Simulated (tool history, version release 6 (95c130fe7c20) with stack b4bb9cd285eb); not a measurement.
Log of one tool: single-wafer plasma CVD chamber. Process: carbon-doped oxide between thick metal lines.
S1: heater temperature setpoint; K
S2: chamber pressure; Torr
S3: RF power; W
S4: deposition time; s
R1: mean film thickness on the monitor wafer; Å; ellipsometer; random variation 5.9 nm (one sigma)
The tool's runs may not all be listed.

run 1 hour=0.0 | S1=608.15 S2=6.30 S3=495 S4=235 | R1=12934
run 2 hour=4.5 | S1=608.15 S2=6.30 S3=495 S4=235 | R1=12948
run 3 hour=6.3 | S1=604.15 S2=6.63 S3=505 S4=235 | R1=13343
run 4 hour=10.3 | S1=601.15 S2=6.87 S3=510 S4=235 | R1=13722
run 5 hour=14.9 | S1=601.15 S2=6.87 S3=480 S4=235 | R1=13020
run 6 hour=20.8 | S1=598.15 S2=7.13 S3=490 S4=235 | R1=13515
run 7 hour=23.6 | S1=595.15 S2=7.32 S3=495 S4=235 | R1=13727
run 8 hour=31.0 | S1=589.15 S2=7.80 S3=515 S4=235 | R1=14641

Forecast run 9:
run 9 hour=33.4 | S1=590.15 S2=7.72 S3=515 S4=235 | R1=?

R1: 14663 Å
